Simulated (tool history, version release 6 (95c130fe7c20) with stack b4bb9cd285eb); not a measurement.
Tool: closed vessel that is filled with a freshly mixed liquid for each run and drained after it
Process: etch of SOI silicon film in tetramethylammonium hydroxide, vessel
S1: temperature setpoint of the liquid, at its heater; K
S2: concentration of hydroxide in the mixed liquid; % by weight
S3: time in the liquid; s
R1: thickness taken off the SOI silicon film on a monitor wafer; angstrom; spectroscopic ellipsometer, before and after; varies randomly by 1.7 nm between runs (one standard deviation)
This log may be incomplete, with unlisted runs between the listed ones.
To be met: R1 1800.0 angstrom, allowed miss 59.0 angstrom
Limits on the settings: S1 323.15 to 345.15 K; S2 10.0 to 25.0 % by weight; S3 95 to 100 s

| run | hour | S1 | S2 | S3 | R1 |
|---|---|---|---|---|---|
| 1 | 0.0 | 332.15 | 19.0 | 95 | 3432.7 |
| 2 | 1.6 | 334.65 | 19.0 | 95 | 3960.2 |
| 3 | 8.7 | 339.15 | 19.0 | 95 | 5287.0 |
| 4 | 17.5 | 335.15 | 20.0 | 95 | 4055.6 |
| 5 | 20.6 | 332.15 | 21.0 | 95 | 3214.8 |
| 6 | 28.7 | 330.15 | 21.0 | 95 | 2909.1 |
|  | 32.9 | thermometer replaced |
| 7 | 32.9 | 328.65 | 21.5 | 95 | 2236.9 |
| 8 | 34.8 | 328.15 | 21.5 | 95 | 2175.3 |
| 9 | 37.4 | 327.65 | 21.5 | 95 | 2117.9 |

Exactly one of the 5 candidate moves below puts every result within its allowed miss. Which one?
| A | 40.0 | 325.15 | 24.5 | 100 | ? |
| B | 40.0 | 325.65 | 22.5 | 95 | ? |
| C | 40.0 | 326.15 | 24.0 | 95 | ? |
| D | 40.0 | 326.15 | 22.0 | 95 | ? |
| E | 40.0 | 325.65 | 25.0 | 100 | ? |

| move | R1 |
|---|---|
| A | 1635.9 |
| B | 1781.1 |
| C | 1704.8 |
| D | 1885.6 |
| E | 1644.6 |
A: the result that was furthest off in the last run now lies on the other side of its target
B: every result within its allowed miss
C: the result that was furthest off in the last run now lies on the other side of its target
D: moves toward the targets from the last run without getting all of them in spec
E: the result that was furthest off in the last run now lies on the other side of its target
So the answer is move B, the one that meets all the targets.

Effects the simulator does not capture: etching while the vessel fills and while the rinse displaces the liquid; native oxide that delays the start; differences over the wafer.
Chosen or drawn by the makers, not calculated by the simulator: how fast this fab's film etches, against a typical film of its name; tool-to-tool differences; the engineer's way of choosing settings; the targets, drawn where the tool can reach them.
